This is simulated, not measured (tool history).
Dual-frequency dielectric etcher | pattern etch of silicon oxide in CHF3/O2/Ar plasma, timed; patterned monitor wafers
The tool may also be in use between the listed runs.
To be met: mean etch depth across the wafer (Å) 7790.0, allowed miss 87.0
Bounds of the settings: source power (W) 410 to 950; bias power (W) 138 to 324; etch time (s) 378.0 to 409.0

run,day,source power (W),bias power (W),etch time (s),mean etch depth across the wafer (Å)
1,0.000,680,231,409.0,9527.1
2,0.133,680,200,409.0,9175.3
3,0.504,680,200,409.0,9124.2
4,0.533,680,200,409.0,9102.9
5,0.729,640,199,409.0,8895.7
6,0.858,610,198,409.0,8689.1
7,0.888,590,198,409.0,8602.5
8,1.092,450,192,409.0,7604.5
9,1.117,450,192,409.0,7648.6
10,1.275,460,192,409.0,7681.8

Which of these 5 next moves meets every target?
A,1.433,490,196,390.0,?
B,1.433,520,161,404.5,?
C,1.433,480,193,406.5,?
D,1.433,500,170,404.0,?
E,1.433,470,184,404.0,?

move,mean etch depth across the wafer (Å)
A,7587.0
B,7604.5
C,7804.7
D,7593.0
E,7579.2
A: further off than the last run
B: further off than the last run
C: meets every target
D: further off than the last run
E: further off than the last run
Answer: C
